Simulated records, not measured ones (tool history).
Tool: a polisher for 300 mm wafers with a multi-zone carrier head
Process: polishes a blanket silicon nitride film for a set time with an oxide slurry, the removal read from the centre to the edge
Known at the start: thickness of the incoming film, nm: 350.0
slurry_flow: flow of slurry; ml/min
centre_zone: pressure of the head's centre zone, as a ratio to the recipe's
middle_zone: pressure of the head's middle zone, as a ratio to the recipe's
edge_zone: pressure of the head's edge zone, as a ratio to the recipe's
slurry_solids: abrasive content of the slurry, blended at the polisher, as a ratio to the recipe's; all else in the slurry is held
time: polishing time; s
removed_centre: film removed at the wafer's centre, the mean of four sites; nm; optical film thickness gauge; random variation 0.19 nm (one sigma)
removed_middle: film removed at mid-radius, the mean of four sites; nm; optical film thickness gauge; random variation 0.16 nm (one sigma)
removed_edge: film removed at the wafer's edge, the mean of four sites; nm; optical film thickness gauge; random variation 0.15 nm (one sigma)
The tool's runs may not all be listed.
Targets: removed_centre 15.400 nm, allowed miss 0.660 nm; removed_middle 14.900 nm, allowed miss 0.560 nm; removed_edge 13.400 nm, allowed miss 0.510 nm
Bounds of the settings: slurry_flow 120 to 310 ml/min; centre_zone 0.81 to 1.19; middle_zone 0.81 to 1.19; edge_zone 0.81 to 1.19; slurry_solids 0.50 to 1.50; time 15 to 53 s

| run | hour | slurry_flow | centre_zone | middle_zone | edge_zone | slurry_solids | time | removed_centre | removed_middle | removed_edge |
|---|---|---|---|---|---|---|---|---|---|---|
| 1 | 0.0 | 200 | 1.00 | 1.00 | 1.00 | 1.00 | 34 | 20.454 | 18.902 | 18.711 |
| 2 | 3.0 | 200 | 1.00 | 1.00 | 0.92 | 1.00 | 34 | 20.425 | 18.688 | 18.176 |
| 3 | 7.2 | 200 | 1.00 | 1.03 | 0.92 | 1.00 | 34 | 20.634 | 18.782 | 17.929 |
| 4 | 16.0 | 200 | 1.00 | 0.98 | 0.92 | 1.00 | 34 | 20.795 | 18.117 | 18.273 |
| 5 | 18.2 | 195 | 0.99 | 1.01 | 0.90 | 0.85 | 34 | 18.200 | 16.947 | 15.883 |
| 6 | 25.0 | 185 | 0.98 | 1.01 | 0.88 | 0.80 | 34 | 16.605 | 15.656 | 14.564 |
|  | 26.9 | centre zone pressure recalibrated |
| 7 | 26.9 | 175 | 0.98 | 1.02 | 0.87 | 0.80 | 34 | 15.520 | 15.521 | 14.781 |
| 8 | 28.9 | 185 | 0.98 | 1.02 | 0.86 | 0.75 | 34 | 14.371 | 14.850 | 13.710 |

Which of these 5 next moves meets every target?
| A | 30.9 | 120 | 1.05 | 1.04 | 0.82 | 0.75 | 35 | ? | ? | ? |
| B | 30.9 | 170 | 0.87 | 1.03 | 0.82 | 0.80 | 33 | ? | ? | ? |
| C | 30.9 | 235 | 0.88 | 0.98 | 0.90 | 0.75 | 34 | ? | ? | ? |
| D | 30.9 | 200 | 0.88 | 1.02 | 0.81 | 0.80 | 34 | ? | ? | ? |
| E | 30.9 | 260 | 1.00 | 0.98 | 0.91 | 0.80 | 32 | ? | ? | ? |

| move | removed_centre | removed_middle | removed_edge |
|---|---|---|---|
| A | 15.283 | 14.907 | 13.515 |
| B | 13.176 | 15.332 | 13.886 |
| C | 13.296 | 14.620 | 14.307 |
| D | 13.951 | 15.891 | 14.383 |
| E | 15.284 | 14.770 | 14.507 |
A: meets every target
B: further off than the last run
C: further off than the last run
D: further off than the last run
E: brings the result that was furthest off to its target, and leaves another outside
The right move is A.

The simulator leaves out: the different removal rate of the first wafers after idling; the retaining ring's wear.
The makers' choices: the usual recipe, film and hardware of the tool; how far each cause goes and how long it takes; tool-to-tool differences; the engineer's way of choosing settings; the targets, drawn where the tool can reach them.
